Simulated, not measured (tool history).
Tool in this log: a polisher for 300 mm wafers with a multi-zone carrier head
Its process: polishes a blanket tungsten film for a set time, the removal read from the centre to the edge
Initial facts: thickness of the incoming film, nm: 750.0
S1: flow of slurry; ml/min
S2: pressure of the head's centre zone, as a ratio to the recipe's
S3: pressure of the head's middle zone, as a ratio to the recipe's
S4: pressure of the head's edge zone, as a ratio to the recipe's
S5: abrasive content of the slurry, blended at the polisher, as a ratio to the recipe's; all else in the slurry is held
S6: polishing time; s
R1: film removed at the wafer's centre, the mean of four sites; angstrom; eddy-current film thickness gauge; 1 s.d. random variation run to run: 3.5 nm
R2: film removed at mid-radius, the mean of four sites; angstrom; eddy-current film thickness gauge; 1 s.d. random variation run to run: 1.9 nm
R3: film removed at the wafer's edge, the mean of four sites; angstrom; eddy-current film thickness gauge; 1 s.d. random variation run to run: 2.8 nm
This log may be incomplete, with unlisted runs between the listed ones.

run 1 hour=0 | S1=285 S2=1 S3=1 S4=1 S5=1 S6=41 | R1=2066.7 R2=2124.5 R3=2103.3
run 2 hour=4.3 | S1=285 S2=1 S3=0.95 S4=1 S5=1 S6=41 | R1=2068.7 R2=2047.6 R3=2173.2
run 3 hour=7.9 | S1=355 S2=1 S3=0.95 S4=1 S5=1 S6=41 | R1=2097.6 R2=2080.6 R3=2203.6
run 4 hour=8.6 | S1=355 S2=1 S3=0.95 S4=1 S5=1.15 S6=41 | R1=2154.2 R2=2110.8 R3=2192.5
run 5 hour=16.1 | S1=355 S2=1 S3=0.95 S4=1 S5=0.95 S6=41 | R1=2114.9 R2=2042.9 R3=2183.8
run 6 hour=23.6 | S1=360 S2=1.02 S3=0.97 S4=1.03 S5=1.05 S6=43 | R1=2299.1 R2=2210.2 R3=2311.8

Run 7, settings as shown, results not yet in. Your forecast:
run 7 hour=27.3 | S1=360 S2=1.06 S3=1.06 S4=1.08 S5=1.3 S6=51 | R1=? R2=? R3=?

Run 7 produced R1 2990.2 angstrom, R2 2945.3 angstrom, R3 2951.5 angstrom.
